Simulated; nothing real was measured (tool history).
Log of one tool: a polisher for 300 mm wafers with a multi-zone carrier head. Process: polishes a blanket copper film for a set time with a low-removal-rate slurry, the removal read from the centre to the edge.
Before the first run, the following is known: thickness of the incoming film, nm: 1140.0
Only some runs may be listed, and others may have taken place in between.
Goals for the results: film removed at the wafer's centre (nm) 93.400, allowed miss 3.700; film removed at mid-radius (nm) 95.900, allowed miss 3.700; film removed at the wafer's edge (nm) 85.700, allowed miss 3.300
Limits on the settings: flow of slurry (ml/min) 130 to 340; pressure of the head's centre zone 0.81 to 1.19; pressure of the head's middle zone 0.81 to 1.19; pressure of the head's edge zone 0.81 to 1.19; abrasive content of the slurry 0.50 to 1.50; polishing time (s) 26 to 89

run    day  flow of slurry (ml/min)  pressure of the head's centre zone  pressure of the head's middle zone  pressure of the head's edge zone  abrasive content of the slurry  polishing time (s)  film removed at the wafer's centre (nm)  film removed at mid-radius (nm)  film removed at the wafer's edge (nm)
  1  0.000                      220                                1.00                                1.00                              1.00                            1.00                  57                                  122.980                          114.630                                113.230
  2  0.367                      220                                0.99                                1.01                              0.97                            0.90                  56                                  118.060                          108.420                                108.460
  3  0.696                      220                                0.98                                1.05                              0.95                            0.85                  54                                  109.930                          109.440                                101.530
  4  0.742                      215                                0.97                                1.05                              0.93                            0.80                  53                                  104.590                          103.170                                 99.609
  5  0.938                      215                                0.97                                1.05                              0.99                            0.80                  53                                  103.850                          103.930                                 99.683
  6  1.208                      215                                0.98                                1.06                              0.98                            0.75                  52                                  103.300                          100.500                                 98.962
  7  1.283                      215                                0.98                                1.07                              0.95                            0.75                  51                                  102.370                          101.610                                 95.096
  8  1.317                      185                                0.94                                1.05                              0.86                            0.55                  50                                   83.589                           88.947                                 80.709
  9  1.538                      195                                0.95                                1.06                              0.86                            0.55                  50                                   87.480                           90.573                                 81.671
 10  1.812                      200                                0.95                                1.07                              0.86                            0.55                  50                                   87.529                           90.668                                 83.095
 11  2.150                      205                                0.95                                1.08                              0.86                            0.55                  50                                   89.383                           93.892                                 81.836
 12  2.504                      210                                0.95                                1.08                              0.87                            0.55                  50                                   90.542                           93.347                                 83.973
 13  2.671                      215                                0.95                                1.08                              0.87                            0.55                  50                                   89.211                           91.267                                 81.965
 14  2.975                      215                                0.95                                1.09                              0.88                            0.55                  50                                   87.909                           94.416                                 83.095

Exercise: of the 5 proposed moves below, exactly one satisfies all targets within the stated allowed misses. Which move is it?
  A  3.279                      245                                0.96                                1.16                              0.84                            0.50                  46                                        ?                                ?                                      ?
  B  3.279                      185                                1.01                                1.15                              0.96                            0.75                  47                                        ?                                ?                                      ?
  C  3.279                      265                                0.92                                1.11                              0.96                            0.85                  43                                        ?                                ?                                      ?
  D  3.279                      225                                0.95                                1.05                              0.90                            0.50                  50                                        ?                                ?                                      ?
  E  3.279                      270                                1.06                                1.11                              0.81                            0.65                  46                                        ?                                ?                                      ?

move  film removed at the wafer's centre (nm)  film removed at mid-radius (nm)  film removed at the wafer's edge (nm)
   A                                   83.535                           90.912                                 74.883
   B                                   93.826                           96.720                                 86.311
   C                                   85.186                           93.116                                 84.547
   D                                   88.637                           89.688                                 83.367
   E                                   99.159                           93.900                                 78.926
A: its largest miss is bigger than the last run's
B: hits every target within its allowed miss
C: its largest miss is bigger than the last run's
D: its largest miss is bigger than the last run's
E: carries the result that was furthest off beyond its target, to the other side
Go with B: it meets all targets.
